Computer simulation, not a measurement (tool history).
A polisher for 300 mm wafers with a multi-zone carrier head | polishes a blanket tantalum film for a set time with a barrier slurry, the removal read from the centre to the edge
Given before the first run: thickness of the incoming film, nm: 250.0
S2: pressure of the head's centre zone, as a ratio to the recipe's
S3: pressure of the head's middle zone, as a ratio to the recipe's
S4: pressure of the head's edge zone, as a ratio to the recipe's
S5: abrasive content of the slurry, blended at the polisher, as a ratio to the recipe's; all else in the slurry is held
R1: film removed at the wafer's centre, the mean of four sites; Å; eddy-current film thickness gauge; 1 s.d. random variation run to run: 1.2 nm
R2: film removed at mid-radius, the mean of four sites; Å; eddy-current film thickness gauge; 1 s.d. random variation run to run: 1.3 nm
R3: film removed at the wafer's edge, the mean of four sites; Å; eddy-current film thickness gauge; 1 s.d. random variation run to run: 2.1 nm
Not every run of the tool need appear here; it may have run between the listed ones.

{"run": 1, "hour": 0.0, "flow of slurry (ml/min)": 315, "S2": 1.0, "S3": 1.0, "S4": 1.0, "S5": 1.0, "polishing time (s)": 45, "R1": 1011.8, "R2": 1014.1, "R3": 1021.9}
{"run": 2, "hour": 9.0, "flow of slurry (ml/min)": 360, "S2": 1.0, "S3": 1.0, "S4": 1.0, "S5": 1.0, "polishing time (s)": 45, "R1": 1026.5, "R2": 1018.4, "R3": 1017.4}
{"run": 3, "hour": 15.2, "flow of slurry (ml/min)": 400, "S2": 1.0, "S3": 1.0, "S4": 1.0, "S5": 1.0, "polishing time (s)": 45, "R1": 1012.8, "R2": 1036.3, "R3": 1047.5}
{"run": 4, "hour": 22.8, "flow of slurry (ml/min)": 400, "S2": 1.0, "S3": 1.0, "S4": 0.91, "S5": 1.0, "polishing time (s)": 45, "R1": 1031.7, "R2": 1031.4, "R3": 989.53}
{"run": 5, "hour": 25.6, "flow of slurry (ml/min)": 410, "S2": 1.0, "S3": 1.03, "S4": 0.94, "S5": 1.1, "polishing time (s)": 47, "R1": 1091.0, "R2": 1126.7, "R3": 1073.4}
{"run": 6, "hour": 27.8, "flow of slurry (ml/min)": 420, "S2": 1.0, "S3": 1.06, "S4": 0.96, "S5": 1.2, "polishing time (s)": 49, "R1": 1147.0, "R2": 1210.8, "R3": 1107.2}
{"run": 7, "hour": 30.5, "flow of slurry (ml/min)": 430, "S2": 0.99, "S3": 1.07, "S4": 0.98, "S5": 1.25, "polishing time (s)": 51, "R1": 1200.2, "R2": 1285.6, "R3": 1211.8}

The next listed run, before its measurement:
{"run": 8, "hour": 32.6, "flow of slurry (ml/min)": 435, "S2": 0.99, "S3": 1.09, "S4": 0.99, "S5": 1.3, "polishing time (s)": 53, "R1": "?", "R2": "?", "R3": "?"}

R1: 1254.7 Å
R2: 1357.8 Å
R3: 1243.90 Å

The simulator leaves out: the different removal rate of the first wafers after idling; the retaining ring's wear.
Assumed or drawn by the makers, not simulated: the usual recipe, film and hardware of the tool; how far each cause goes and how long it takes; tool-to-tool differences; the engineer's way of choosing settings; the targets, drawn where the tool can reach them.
